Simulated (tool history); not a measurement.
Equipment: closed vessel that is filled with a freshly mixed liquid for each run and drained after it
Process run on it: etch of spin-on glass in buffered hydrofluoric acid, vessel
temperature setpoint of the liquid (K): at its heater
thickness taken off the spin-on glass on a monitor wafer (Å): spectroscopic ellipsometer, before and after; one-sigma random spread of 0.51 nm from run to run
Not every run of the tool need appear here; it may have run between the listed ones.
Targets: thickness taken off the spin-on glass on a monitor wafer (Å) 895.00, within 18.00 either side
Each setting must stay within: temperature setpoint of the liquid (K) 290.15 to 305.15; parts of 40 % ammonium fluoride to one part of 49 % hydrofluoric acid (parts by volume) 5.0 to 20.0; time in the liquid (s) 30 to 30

run	hour	temperature setpoint of the liquid (K)	parts of 40 % ammonium fluoride to one part of 49 % hydrofluoric acid (parts by volume)	time in the liquid (s)	thickness taken off the spin-on glass on a monitor wafer (Å)
1	0.0	297.15	12.0	30	653.08
2	3.9	298.15	12.0	30	681.17
3	11.7	299.15	12.0	30	715.59
4	16.1	300.15	12.0	30	764.76
# hour 19.0: hydrofluoric acid flow meter replaced
5	19.0	300.65	12.0	30	743.77
6	23.9	300.65	12.0	30	740.87
7	29.7	301.65	12.0	30	771.58
8	37.8	302.15	12.0	30	795.60
9	40.5	302.65	12.0	30	815.73
10	48.0	303.15	12.0	30	832.46
11	53.6	303.65	12.0	30	863.05

Which one of the following 4 next-run settings gets every result inside its allowed miss? There is exactly one.
A	59.2	304.65	13.0	30	?
B	59.2	302.65	11.5	30	?
C	59.2	304.15	12.5	30	?
D	59.2	305.15	12.5	30	?

move	thickness taken off the spin-on glass on a monitor wafer (Å)
A	843.58
B	856.30
C	853.97
D	899.57
A: further off than the last run
B: further off than the last run
C: further off than the last run
D: all results land within tolerance of their targets
D is the move that brings every result within its allowed miss.
